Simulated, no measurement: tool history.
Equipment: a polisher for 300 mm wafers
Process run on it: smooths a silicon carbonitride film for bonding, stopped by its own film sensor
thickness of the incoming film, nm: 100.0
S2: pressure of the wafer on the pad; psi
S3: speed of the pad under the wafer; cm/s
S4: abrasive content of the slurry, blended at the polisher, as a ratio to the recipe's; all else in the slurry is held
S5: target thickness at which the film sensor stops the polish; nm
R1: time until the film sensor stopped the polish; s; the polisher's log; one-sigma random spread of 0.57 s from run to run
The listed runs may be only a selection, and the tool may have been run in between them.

Run 1, hour 0.0: flow of slurry (ml/min) 185, S2 2.7 psi, S3 88 cm/s, S4 1.0, S5 87 nm. Result: R1 44.635 s.
Run 2, hour 5.2: flow of slurry (ml/min) 185, S2 2.7 psi, S3 96 cm/s, S4 1.0, S5 87 nm. Result: R1 41.449 s.
Run 3, hour 6.0: flow of slurry (ml/min) 185, S2 2.7 psi, S3 82 cm/s, S4 1.0, S5 87 nm. Result: R1 48.384 s.
Run 4, hour 10.3: flow of slurry (ml/min) 185, S2 2.8 psi, S3 82 cm/s, S4 1.0, S5 87 nm. Result: R1 46.705 s.
Run 5, hour 12.9: flow of slurry (ml/min) 185, S2 2.9 psi, S3 82 cm/s, S4 1.0, S5 87 nm. Result: R1 44.284 s.
Run 6, hour 21.5: flow of slurry (ml/min) 185, S2 3.0 psi, S3 82 cm/s, S4 1.0, S5 87 nm. Result: R1 44.144 s.
Run 7, hour 24.6: flow of slurry (ml/min) 185, S2 3.1 psi, S3 82 cm/s, S4 1.0, S5 87 nm. Result: R1 43.317 s.

The next listed run, before its measurement:
Run 8, hour 32.0: flow of slurry (ml/min) 185, S2 3.2 psi, S3 82 cm/s, S4 1.0, S5 87 nm. Result: R1 ?.

R1: 42.331 s
